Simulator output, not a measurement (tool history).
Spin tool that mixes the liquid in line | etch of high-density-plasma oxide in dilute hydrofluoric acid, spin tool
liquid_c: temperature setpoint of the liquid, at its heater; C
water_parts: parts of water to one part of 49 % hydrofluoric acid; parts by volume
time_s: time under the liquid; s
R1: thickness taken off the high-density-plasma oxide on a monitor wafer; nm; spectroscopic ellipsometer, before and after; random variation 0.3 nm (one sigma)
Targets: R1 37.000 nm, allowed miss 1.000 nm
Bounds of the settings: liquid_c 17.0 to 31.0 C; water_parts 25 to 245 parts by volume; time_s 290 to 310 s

Run 1, hour 0.0: liquid_c 23.0 C, water_parts 135 parts by volume, time_s 290 s. Result: R1 18.895 nm.
Run 2, hour 1.3: liquid_c 24.0 C, water_parts 130 parts by volume, time_s 290 s. Result: R1 20.604 nm.
Run 3, hour 9.8: liquid_c 27.5 C, water_parts 130 parts by volume, time_s 290 s. Result: R1 23.502 nm.
Run 4, hour 17.9: liquid_c 28.0 C, water_parts 125 parts by volume, time_s 290 s. Result: R1 25.289 nm.
Run 5, hour 22.5: liquid_c 31.0 C, water_parts 125 parts by volume, time_s 290 s. Result: R1 28.380 nm.
Run 6, hour 27.2: liquid_c 31.0 C, water_parts 125 parts by volume, time_s 290 s. Result: R1 28.403 nm.
Run 7, hour 28.1: liquid_c 31.0 C, water_parts 120 parts by volume, time_s 290 s. Result: R1 29.629 nm.
Run 8, hour 35.3: liquid_c 31.0 C, water_parts 115 parts by volume, time_s 290 s. Result: R1 31.239 nm.
Run 9, hour 39.9: liquid_c 31.0 C, water_parts 105 parts by volume, time_s 290 s. Result: R1 34.533 nm.
Run 10, hour 46.7: liquid_c 31.0 C, water_parts 95 parts by volume, time_s 290 s. Result: R1 38.420 nm.

Which of these 5 next moves meets every target?
Run A, hour 53.5: liquid_c 30.0 C, water_parts 90 parts by volume, time_s 290 s. Result: R1 ?.
Run B, hour 53.5: liquid_c 28.0 C, water_parts 85 parts by volume, time_s 295 s. Result: R1 ?.
Run C, hour 53.5: liquid_c 30.0 C, water_parts 100 parts by volume, time_s 290 s. Result: R1 ?.
Run D, hour 53.5: liquid_c 31.0 C, water_parts 90 parts by volume, time_s 290 s. Result: R1 ?.
Run E, hour 53.5: liquid_c 31.0 C, water_parts 105 parts by volume, time_s 310 s. Result: R1 ?.

move      R1
   A  39.761
   B  39.872
   C  35.306
   D  41.321
   E  37.087
A: further off than the last run
B: further off than the last run
C: takes the result that was furthest off past its target
D: further off than the last run
E: meets every target
The right move is E.

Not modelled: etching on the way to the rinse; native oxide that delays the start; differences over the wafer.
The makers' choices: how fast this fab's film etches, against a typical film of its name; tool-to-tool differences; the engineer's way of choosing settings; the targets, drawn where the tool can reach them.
